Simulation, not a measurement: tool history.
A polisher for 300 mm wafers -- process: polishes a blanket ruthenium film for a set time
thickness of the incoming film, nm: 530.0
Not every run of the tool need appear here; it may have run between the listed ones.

| run | hour | flow of slurry (ml/min) | pressure of the wafer on the pad (kPa) | speed of the pad under the wafer (cm/s) | polishing time (s) | film removed (angstrom) |
|---|---|---|---|---|---|---|
| 1 | 0 | 160 | 13.1 | 124 | 51 | 570.96 |
| 2 | 6.2 | 160 | 11.7 | 124 | 51 | 517.69 |
| 3 | 12.8 | 160 | 10.3 | 124 | 51 | 450.64 |
| 4 | 14.6 | 180 | 10.3 | 124 | 51 | 463.33 |
| 5 | 16.5 | 180 | 12.4 | 124 | 51 | 553.31 |
| 6 | 21.8 | 195 | 13.1 | 124 | 51 | 585.57 |
| 7 | 26.3 | 200 | 13.8 | 124 | 51 | 623.22 |
| 8 | 30.1 | 205 | 14.5 | 124 | 51 | 653.34 |
| 9 | 30.9 | 205 | 14.5 | 124 | 51 | 650.13 |
| 10 | 38.7 | 205 | 15.2 | 124 | 51 | 674.71 |

What will run 11 give?
| 11 | 47.3 | 210 | 15.2 | 124 | 51 | ? |

Run 11 measured film removed (angstrom) 682.3.
